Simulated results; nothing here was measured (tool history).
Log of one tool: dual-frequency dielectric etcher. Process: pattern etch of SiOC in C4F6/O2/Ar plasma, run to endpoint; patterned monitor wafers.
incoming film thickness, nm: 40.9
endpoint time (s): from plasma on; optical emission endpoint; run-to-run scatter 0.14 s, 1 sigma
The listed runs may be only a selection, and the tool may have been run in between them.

run 1 day=0 | bias_power_(kW)=0.52 source_power_(kW)=0.35 | endpoint_time_(s)=15.404
run 2 day=0.121 | bias_power_(kW)=0.481 source_power_(kW)=0.34 | endpoint_time_(s)=16.029
run 3 day=0.492 | bias_power_(kW)=0.481 source_power_(kW)=0.38 | endpoint_time_(s)=15.484
run 4 day=0.792 | bias_power_(kW)=0.481 source_power_(kW)=0.33 | endpoint_time_(s)=16.184
run 5 day=0.925 | bias_power_(kW)=0.447 source_power_(kW)=0.33 | endpoint_time_(s)=16.843
run 6 day=1.2 | bias_power_(kW)=0.447 source_power_(kW)=0.36 | endpoint_time_(s)=16.246
-- day=1.396 source power generator calibrated
run 7 day=1.396 | bias_power_(kW)=0.426 source_power_(kW)=0.36 | endpoint_time_(s)=16.749

Estimate the outcome of run 8 from the log above:
run 8 day=1.562 | bias_power_(kW)=0.415 source_power_(kW)=0.36 | endpoint_time_(s)=?

{"run 8": {"endpoint time (s)": 16.89}}

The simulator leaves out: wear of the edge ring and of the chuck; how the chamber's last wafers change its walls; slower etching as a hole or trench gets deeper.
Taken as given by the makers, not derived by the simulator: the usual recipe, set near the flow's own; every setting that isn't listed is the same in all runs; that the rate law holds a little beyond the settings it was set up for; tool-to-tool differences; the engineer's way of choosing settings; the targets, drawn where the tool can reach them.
